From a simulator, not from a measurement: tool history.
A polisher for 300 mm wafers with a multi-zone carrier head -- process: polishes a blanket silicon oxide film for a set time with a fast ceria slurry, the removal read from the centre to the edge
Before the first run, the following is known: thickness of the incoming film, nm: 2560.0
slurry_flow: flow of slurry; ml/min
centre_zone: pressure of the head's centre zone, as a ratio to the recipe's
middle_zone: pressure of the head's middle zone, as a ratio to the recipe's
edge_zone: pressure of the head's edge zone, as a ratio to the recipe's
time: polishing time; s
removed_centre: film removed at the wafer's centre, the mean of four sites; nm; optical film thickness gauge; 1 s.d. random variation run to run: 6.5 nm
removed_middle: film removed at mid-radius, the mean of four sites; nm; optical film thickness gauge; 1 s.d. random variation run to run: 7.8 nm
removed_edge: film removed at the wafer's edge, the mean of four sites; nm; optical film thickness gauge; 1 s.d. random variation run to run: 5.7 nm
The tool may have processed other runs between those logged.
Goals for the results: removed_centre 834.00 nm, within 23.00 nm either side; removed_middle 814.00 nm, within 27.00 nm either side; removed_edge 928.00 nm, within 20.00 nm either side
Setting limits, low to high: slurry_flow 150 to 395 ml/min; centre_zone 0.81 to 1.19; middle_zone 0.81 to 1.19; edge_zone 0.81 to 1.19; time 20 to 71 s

{"run": 1, "day": 0.0, "slurry_flow": 250, "centre_zone": 1.0, "middle_zone": 1.0, "edge_zone": 1.0, "time": 45, "removed_centre": 849.17, "removed_middle": 815.21, "removed_edge": 773.16}
{"run": 2, "day": 0.229, "slurry_flow": 255, "centre_zone": 0.99, "middle_zone": 0.99, "edge_zone": 1.02, "time": 45, "removed_centre": 835.35, "removed_middle": 806.01, "removed_edge": 787.73}
{"run": 3, "day": 0.379, "slurry_flow": 265, "centre_zone": 0.99, "middle_zone": 0.98, "edge_zone": 1.04, "time": 45, "removed_centre": 840.99, "removed_middle": 822.95, "removed_edge": 785.66}
{"run": 4, "day": 0.421, "slurry_flow": 250, "centre_zone": 0.98, "middle_zone": 0.96, "edge_zone": 1.05, "time": 46, "removed_centre": 826.19, "removed_middle": 801.59, "removed_edge": 800.36}
{"run": 5, "day": 0.758, "slurry_flow": 250, "centre_zone": 0.98, "middle_zone": 1.03, "edge_zone": 1.05, "time": 46, "removed_centre": 846.94, "removed_middle": 847.92, "removed_edge": 804.08}
{"run": 6, "day": 1.062, "slurry_flow": 250, "centre_zone": 0.98, "middle_zone": 1.03, "edge_zone": 1.05, "time": 38, "removed_centre": 701.32, "removed_middle": 723.48, "removed_edge": 661.41}
{"day": 1.404, "done": "centre zone pressure recalibrated"}
{"run": 7, "day": 1.404, "slurry_flow": 250, "centre_zone": 0.97, "middle_zone": 1.01, "edge_zone": 1.07, "time": 40, "removed_centre": 677.09, "removed_middle": 732.92, "removed_edge": 702.76}
{"run": 8, "day": 1.629, "slurry_flow": 255, "centre_zone": 0.98, "middle_zone": 0.99, "edge_zone": 1.09, "time": 41, "removed_centre": 698.33, "removed_middle": 736.73, "removed_edge": 726.27}
{"run": 9, "day": 1.9, "slurry_flow": 260, "centre_zone": 0.99, "middle_zone": 0.98, "edge_zone": 1.1, "time": 42, "removed_centre": 723.04, "removed_middle": 763.73, "removed_edge": 747.06}
{"run": 10, "day": 2.267, "slurry_flow": 260, "centre_zone": 1.0, "middle_zone": 0.96, "edge_zone": 1.11, "time": 43, "removed_centre": 747.49, "removed_middle": 758.8, "removed_edge": 776.61}
{"run": 11, "day": 2.638, "slurry_flow": 270, "centre_zone": 1.0, "middle_zone": 0.95, "edge_zone": 1.12, "time": 44, "removed_centre": 763.24, "removed_middle": 766.15, "removed_edge": 799.76}
{"run": 12, "day": 2.704, "slurry_flow": 280, "centre_zone": 1.0, "middle_zone": 0.94, "edge_zone": 1.13, "time": 44, "removed_centre": 783.81, "removed_middle": 760.17, "removed_edge": 806.15}
{"run": 13, "day": 2.929, "slurry_flow": 285, "centre_zone": 0.99, "middle_zone": 0.94, "edge_zone": 1.14, "time": 45, "removed_centre": 771.85, "removed_middle": 801.67, "removed_edge": 825.63}
{"run": 14, "day": 2.958, "slurry_flow": 290, "centre_zone": 0.99, "middle_zone": 0.93, "edge_zone": 1.15, "time": 45, "removed_centre": 801.47, "removed_middle": 790.66, "removed_edge": 832.82}
{"run": 15, "day": 3.183, "slurry_flow": 290, "centre_zone": 0.99, "middle_zone": 0.92, "edge_zone": 1.16, "time": 46, "removed_centre": 812.06, "removed_middle": 804.08, "removed_edge": 858.31}
{"run": 16, "day": 3.292, "slurry_flow": 290, "centre_zone": 0.99, "middle_zone": 0.91, "edge_zone": 1.16, "time": 46, "removed_centre": 800.59, "removed_middle": 787.56, "removed_edge": 856.11}
{"run": 17, "day": 3.496, "slurry_flow": 295, "centre_zone": 0.98, "middle_zone": 0.89, "edge_zone": 1.18, "time": 48, "removed_centre": 838.34, "removed_middle": 806.38, "removed_edge": 892.6}
{"run": 18, "day": 3.708, "slurry_flow": 290, "centre_zone": 0.97, "middle_zone": 0.89, "edge_zone": 1.18, "time": 48, "removed_centre": 828.21, "removed_middle": 812.23, "removed_edge": 897.49}

Consider the 5 candidate settings below. Which is the only one whose results all fall within their allowed miss of target?
{"run": "A", "day": 3.921, "slurry_flow": 290, "centre_zone": 0.98, "middle_zone": 0.87, "edge_zone": 1.16, "time": 48, "removed_centre": "?", "removed_middle": "?", "removed_edge": "?"}
{"run": "B", "day": 3.921, "slurry_flow": 280, "centre_zone": 0.98, "middle_zone": 0.96, "edge_zone": 1.12, "time": 47, "removed_centre": "?", "removed_middle": "?", "removed_edge": "?"}
{"run": "C", "day": 3.921, "slurry_flow": 365, "centre_zone": 0.94, "middle_zone": 0.87, "edge_zone": 1.18, "time": 49, "removed_centre": "?", "removed_middle": "?", "removed_edge": "?"}
{"run": "D", "day": 3.921, "slurry_flow": 290, "centre_zone": 0.97, "middle_zone": 0.95, "edge_zone": 1.14, "time": 47, "removed_centre": "?", "removed_middle": "?", "removed_edge": "?"}
{"run": "E", "day": 3.921, "slurry_flow": 300, "centre_zone": 0.96, "middle_zone": 0.98, "edge_zone": 1.14, "time": 47, "removed_centre": "?", "removed_middle": "?", "removed_edge": "?"}

move=A removed_centre=828.53 removed_middle=786.02 removed_edge=901.07
move=B removed_centre=808.31 removed_middle=832.16 removed_edge=862.91
move=C removed_centre=830.84 removed_middle=820.26 removed_edge=943.87
move=D removed_centre=803.38 removed_middle=828.10 removed_edge=873.47
move=E removed_centre=798.37 removed_middle=853.09 removed_edge=875.53
A: an improvement on the last run, though not all results are within tolerance
B: further off than the last run
C: every result within its allowed miss
D: further off than the last run
E: further off than the last run
The right move is C.

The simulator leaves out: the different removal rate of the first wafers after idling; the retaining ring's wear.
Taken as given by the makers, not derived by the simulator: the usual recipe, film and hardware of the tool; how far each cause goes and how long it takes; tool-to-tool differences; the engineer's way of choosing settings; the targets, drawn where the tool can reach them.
